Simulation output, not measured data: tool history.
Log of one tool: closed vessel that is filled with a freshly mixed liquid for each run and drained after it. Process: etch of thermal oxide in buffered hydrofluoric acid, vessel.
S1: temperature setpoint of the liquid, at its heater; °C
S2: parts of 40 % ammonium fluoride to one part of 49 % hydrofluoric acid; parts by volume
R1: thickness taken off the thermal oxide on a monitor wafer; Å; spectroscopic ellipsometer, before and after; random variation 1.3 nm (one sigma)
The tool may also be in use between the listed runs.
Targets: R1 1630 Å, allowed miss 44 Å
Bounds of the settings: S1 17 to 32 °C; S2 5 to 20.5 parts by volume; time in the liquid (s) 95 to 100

{"run": 1, "hour": 0.0, "S1": 24, "S2": 12.5, "time in the liquid (s)": 95, "R1": 889.23}
{"run": 2, "hour": 2.8, "S1": 26, "S2": 12, "time in the liquid (s)": 95, "R1": 1019.5}
{"run": 3, "hour": 4.8, "S1": 27.5, "S2": 11.5, "time in the liquid (s)": 95, "R1": 1167.6}
{"run": 4, "hour": 11.9, "S1": 28.5, "S2": 11, "time in the liquid (s)": 95, "R1": 1271.6}
{"run": 5, "hour": 18.1, "S1": 28.5, "S2": 12.5, "time in the liquid (s)": 95, "R1": 1129.9}
{"run": 6, "hour": 20.7, "S1": 28.5, "S2": 12.5, "time in the liquid (s)": 95, "R1": 1127.7}
{"run": 7, "hour": 29.6, "S1": 29.5, "S2": 12, "time in the liquid (s)": 95, "R1": 1221.3}
{"run": 8, "hour": 31.5, "S1": 30, "S2": 11.5, "time in the liquid (s)": 95, "R1": 1321.8}
{"run": 9, "hour": 39.2, "S1": 30.5, "S2": 11, "time in the liquid (s)": 95, "R1": 1423.9}

4 next moves are on the table. One of them brings every result within its allowed miss. Which?
{"run": "A", "hour": 46.9, "S1": 31.5, "S2": 10.5, "time in the liquid (s)": 100, "R1": "?"}
{"run": "B", "hour": 46.9, "S1": 30.5, "S2": 10.5, "time in the liquid (s)": 100, "R1": "?"}
{"run": "C", "hour": 46.9, "S1": 26.5, "S2": 8.5, "time in the liquid (s)": 100, "R1": "?"}
{"run": "D", "hour": 46.9, "S1": 31.5, "S2": 12, "time in the liquid (s)": 95, "R1": "?"}

move=A R1=1622.4
move=B R1=1540
move=C R1=1485.3
move=D R1=1353.4
A: meets every target
B: nearer than the last run, and not there yet
C: nearer than the last run, and not there yet
D: further off than the last run
The right move is A.
